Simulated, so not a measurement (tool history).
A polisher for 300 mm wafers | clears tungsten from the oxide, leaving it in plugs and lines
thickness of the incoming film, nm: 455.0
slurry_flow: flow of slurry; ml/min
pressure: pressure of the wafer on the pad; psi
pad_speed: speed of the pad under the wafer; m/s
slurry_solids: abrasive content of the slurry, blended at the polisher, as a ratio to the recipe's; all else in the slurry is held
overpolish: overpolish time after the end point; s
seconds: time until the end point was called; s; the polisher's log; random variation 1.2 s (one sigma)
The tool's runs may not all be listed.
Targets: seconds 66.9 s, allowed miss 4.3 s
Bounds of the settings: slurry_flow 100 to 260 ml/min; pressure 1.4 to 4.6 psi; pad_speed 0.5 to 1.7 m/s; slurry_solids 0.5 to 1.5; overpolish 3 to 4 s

Run 1, hour 0: slurry_flow 165 ml/min, pressure 3 psi, pad_speed 1.1 m/s, slurry_solids 1, overpolish 4 s. Result: seconds 100.21 s.
Run 2, hour 4.8: slurry_flow 205 ml/min, pressure 3 psi, pad_speed 1.1 m/s, slurry_solids 1, overpolish 4 s. Result: seconds 97.6 s.
Run 3, hour 6.6: slurry_flow 170 ml/min, pressure 3 psi, pad_speed 1.1 m/s, slurry_solids 1, overpolish 4 s. Result: seconds 99.522 s.
Run 4, hour 9.6: slurry_flow 170 ml/min, pressure 3.3 psi, pad_speed 1.12 m/s, slurry_solids 1, overpolish 4 s. Result: seconds 89.556 s.
Run 5, hour 15.8: slurry_flow 170 ml/min, pressure 3.3 psi, pad_speed 1.12 m/s, slurry_solids 1, overpolish 4 s. Result: seconds 91.218 s.
Run 6, hour 17.1: slurry_flow 170 ml/min, pressure 3.3 psi, pad_speed 1.12 m/s, slurry_solids 1.15, overpolish 4 s. Result: seconds 86.625 s.
Run 7, hour 18.6: slurry_flow 170 ml/min, pressure 3.5 psi, pad_speed 1.14 m/s, slurry_solids 1.15, overpolish 4 s. Result: seconds 82.915 s.
Run 8, hour 25.9: slurry_flow 170 ml/min, pressure 3.7 psi, pad_speed 1.16 m/s, slurry_solids 1.15, overpolish 4 s. Result: seconds 76.485 s.
Run 9, hour 30.8: slurry_flow 170 ml/min, pressure 3.8 psi, pad_speed 1.16 m/s, slurry_solids 1.15, overpolish 4 s. Result: seconds 71.953 s.

4 next moves are on the table. One of them brings every result within its allowed miss. Which?
Run A, hour 35.7: slurry_flow 175 ml/min, pressure 3.9 psi, pad_speed 1.06 m/s, slurry_solids 1.15, overpolish 3 s. Result: seconds ?.
Run B, hour 35.7: slurry_flow 185 ml/min, pressure 3.9 psi, pad_speed 1.26 m/s, slurry_solids 1, overpolish 4 s. Result: seconds ?.
Run C, hour 35.7: slurry_flow 155 ml/min, pressure 4 psi, pad_speed 1.06 m/s, slurry_solids 1.25, overpolish 3 s. Result: seconds ?.
Run D, hour 35.7: slurry_flow 175 ml/min, pressure 3.3 psi, pad_speed 1.18 m/s, slurry_solids 1.2, overpolish 4 s. Result: seconds ?.

move  seconds
   A   75.102
   B   65.305
   C   72.981
   D   78.786
A: further off than the last run
B: meets every target
C: further off than the last run
D: further off than the last run
Move B is the one to make.
